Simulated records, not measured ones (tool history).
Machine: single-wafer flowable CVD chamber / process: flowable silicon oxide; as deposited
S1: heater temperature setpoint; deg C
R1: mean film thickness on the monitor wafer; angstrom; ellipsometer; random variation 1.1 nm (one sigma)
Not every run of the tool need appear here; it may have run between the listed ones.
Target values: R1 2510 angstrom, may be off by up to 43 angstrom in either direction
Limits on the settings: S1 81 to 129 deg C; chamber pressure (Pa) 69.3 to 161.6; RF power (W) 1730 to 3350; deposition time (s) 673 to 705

{"run": 1, "hour": 0.0, "S1": 105, "chamber pressure (Pa)": 115.5, "RF power (W)": 2540, "deposition time (s)": 705, "R1": 4405}
{"run": 2, "hour": 7.0, "S1": 109, "chamber pressure (Pa)": 115.3, "RF power (W)": 2540, "deposition time (s)": 705, "R1": 3907.7}
{"run": 3, "hour": 12.9, "S1": 109, "chamber pressure (Pa)": 115.3, "RF power (W)": 2540, "deposition time (s)": 673, "R1": 3734.1}
{"run": 4, "hour": 19.3, "S1": 114, "chamber pressure (Pa)": 115.3, "RF power (W)": 2540, "deposition time (s)": 673, "R1": 3249.8}
{"run": 5, "hour": 24.2, "S1": 114, "chamber pressure (Pa)": 104.4, "RF power (W)": 2540, "deposition time (s)": 673, "R1": 2962.3}
{"run": 6, "hour": 27.0, "S1": 115, "chamber pressure (Pa)": 104.4, "RF power (W)": 2540, "deposition time (s)": 673, "R1": 2885.9}
{"run": 7, "hour": 31.4, "S1": 116, "chamber pressure (Pa)": 104.4, "RF power (W)": 2540, "deposition time (s)": 673, "R1": 2807.8}
{"run": 8, "hour": 39.6, "S1": 117, "chamber pressure (Pa)": 104.4, "RF power (W)": 2540, "deposition time (s)": 673, "R1": 2743.6}
{"run": 9, "hour": 41.5, "S1": 118, "chamber pressure (Pa)": 104.4, "RF power (W)": 2540, "deposition time (s)": 673, "R1": 2655.7}

Which of these 4 next moves meets every target?
{"run": "A", "hour": 43.4, "S1": 121, "chamber pressure (Pa)": 114, "RF power (W)": 2640, "deposition time (s)": 673, "R1": "?"}
{"run": "B", "hour": 43.4, "S1": 129, "chamber pressure (Pa)": 122.1, "RF power (W)": 3180, "deposition time (s)": 698, "R1": "?"}
{"run": "C", "hour": 43.4, "S1": 108, "chamber pressure (Pa)": 70, "RF power (W)": 2575, "deposition time (s)": 675, "R1": "?"}
{"run": "D", "hour": 43.4, "S1": 120, "chamber pressure (Pa)": 92.9, "RF power (W)": 2625, "deposition time (s)": 705, "R1": "?"}

move=A R1=2650
move=B R1=2441
move=C R1=2483.5
move=D R1=2371.8
A: no nearer and no further than the last run
B: carries the result that was furthest off beyond its target, to the other side
C: all results land within tolerance of their targets
D: carries the result that was furthest off beyond its target, to the other side
C is the move that brings every result within its allowed miss.
